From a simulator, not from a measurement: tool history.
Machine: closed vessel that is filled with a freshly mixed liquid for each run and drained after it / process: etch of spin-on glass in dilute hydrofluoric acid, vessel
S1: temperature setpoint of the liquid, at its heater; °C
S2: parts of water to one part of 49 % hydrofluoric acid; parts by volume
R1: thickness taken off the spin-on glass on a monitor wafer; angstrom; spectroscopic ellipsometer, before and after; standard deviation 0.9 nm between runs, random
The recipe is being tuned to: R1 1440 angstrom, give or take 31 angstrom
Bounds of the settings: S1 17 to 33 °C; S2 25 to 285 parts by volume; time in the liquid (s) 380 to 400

Run 1, hour 0: S1 25 °C, S2 155 parts by volume, time in the liquid (s) 380. Result: R1 838.8 angstrom.
Run 2, hour 6.8: S1 25 °C, S2 155 parts by volume, time in the liquid (s) 400. Result: R1 884.66 angstrom.
Run 3, hour 9.3: S1 27.5 °C, S2 145 parts by volume, time in the liquid (s) 400. Result: R1 1058.1 angstrom.
Run 4, hour 17.2: S1 27.5 °C, S2 145 parts by volume, time in the liquid (s) 380. Result: R1 1002.7 angstrom.
Run 5, hour 22.2: S1 29.5 °C, S2 140 parts by volume, time in the liquid (s) 380. Result: R1 1121.2 angstrom.
Run 6, hour 29.9: S1 29.5 °C, S2 170 parts by volume, time in the liquid (s) 380. Result: R1 891.24 angstrom.
Run 7, hour 32.8: S1 33 °C, S2 115 parts by volume, time in the liquid (s) 380. Result: R1 1611.9 angstrom.
Run 8, hour 36.5: S1 32 °C, S2 115 parts by volume, time in the liquid (s) 380. Result: R1 1539.5 angstrom.
Run 9, hour 43.5: S1 31.5 °C, S2 115 parts by volume, time in the liquid (s) 380. Result: R1 1520.8 angstrom.
Run 10, hour 44.2: S1 31 °C, S2 115 parts by volume, time in the liquid (s) 380. Result: R1 1487.8 angstrom.

Next run, 5 choices. One meets every target within its allowed miss, the rest don't. Which?
Run A, hour 44.9: S1 33 °C, S2 125 parts by volume, time in the liquid (s) 400. Result: R1 ?.
Run B, hour 44.9: S1 30.5 °C, S2 115 parts by volume, time in the liquid (s) 390. Result: R1 ?.
Run C, hour 44.9: S1 31 °C, S2 120 parts by volume, time in the liquid (s) 400. Result: R1 ?.
Run D, hour 44.9: S1 32.5 °C, S2 125 parts by volume, time in the liquid (s) 380. Result: R1 ?.
Run E, hour 44.9: S1 29 °C, S2 110 parts by volume, time in the liquid (s) 400. Result: R1 ?.

move      R1
   A  1538.9
   B    1511
   C  1502.1
   D  1436.1
   E  1542.9
A: lands further from the targets than the last run did
B: lands further from the targets than the last run did
C: lands further from the targets than the last run did
D: all results land within tolerance of their targets
E: lands further from the targets than the last run did
Correct choice: D, which meets every target
